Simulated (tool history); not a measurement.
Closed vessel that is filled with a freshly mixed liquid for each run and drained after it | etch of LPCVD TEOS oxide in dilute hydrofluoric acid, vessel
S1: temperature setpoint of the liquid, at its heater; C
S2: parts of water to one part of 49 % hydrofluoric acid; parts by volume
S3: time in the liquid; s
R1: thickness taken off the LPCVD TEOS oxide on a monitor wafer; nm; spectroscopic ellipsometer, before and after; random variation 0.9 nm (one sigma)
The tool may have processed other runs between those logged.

Run 1, hour 0: S1 22 C, S2 235 parts by volume, S3 720 s. Result: R1 46.225 nm.
Run 2, hour 7.2: S1 24 C, S2 210 parts by volume, S3 720 s. Result: R1 57.535 nm.
Run 3, hour 8.8: S1 24 C, S2 240 parts by volume, S3 720 s. Result: R1 48.226 nm.
Run 4, hour 11.1: S1 24 C, S2 175 parts by volume, S3 720 s. Result: R1 70.754 nm.
Run 5, hour 17.2: S1 24 C, S2 230 parts by volume, S3 720 s. Result: R1 50.067 nm.
Run 6, hour 20: S1 25 C, S2 210 parts by volume, S3 720 s. Result: R1 58.62 nm.
Run 7, hour 25.8: S1 26 C, S2 195 parts by volume, S3 720 s. Result: R1 66.401 nm.
Run 8, hour 30.2: S1 27 C, S2 185 parts by volume, S3 720 s. Result: R1 74.367 nm.
Run 9, hour 31.7: S1 27.5 C, S2 180 parts by volume, S3 720 s. Result: R1 76.81 nm.
Run 10, hour 32.9: S1 28 C, S2 175 parts by volume, S3 720 s. Result: R1 80.418 nm.

Predict the results of run 11:
Run 11, hour 42.2: S1 28.5 C, S2 170 parts by volume, S3 720 s. Result: R1 ?.

Run 11 yielded R1 87.207 nm.
